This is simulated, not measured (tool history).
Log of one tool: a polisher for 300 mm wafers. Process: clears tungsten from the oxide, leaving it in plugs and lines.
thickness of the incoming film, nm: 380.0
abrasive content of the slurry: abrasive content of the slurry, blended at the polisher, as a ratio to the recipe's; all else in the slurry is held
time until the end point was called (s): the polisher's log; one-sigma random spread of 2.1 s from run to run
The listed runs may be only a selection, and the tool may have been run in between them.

| run | day | flow of slurry (ml/min) | pressure of the wafer on the pad (psi) | speed of the pad under the wafer (cm/s) | abrasive content of the slurry | overpolish time after the end point (s) | time until the end point was called (s) |
|---|---|---|---|---|---|---|---|
| 1 | 0.000 | 150 | 2.7 | 98 | 1.0 | 4 | 118.54 |
| 2 | 0.312 | 150 | 2.6 | 98 | 1.0 | 4 | 118.80 |
| 3 | 0.571 | 150 | 2.5 | 98 | 1.0 | 4 | 122.87 |
| 4 | 0.908 | 150 | 2.5 | 98 | 1.0 | 4 | 125.30 |
| 5 | 1.258 | 150 | 2.5 | 98 | 1.0 | 4 | 122.80 |
| 6 | 1.496 | 150 | 2.8 | 98 | 1.0 | 4 | 111.57 |

What does the tool deliver on the next run?
| 7 | 1.533 | 150 | 2.7 | 98 | 1.0 | 4 | ? |

Run 7 produced time until the end point was called (s) 113.62.
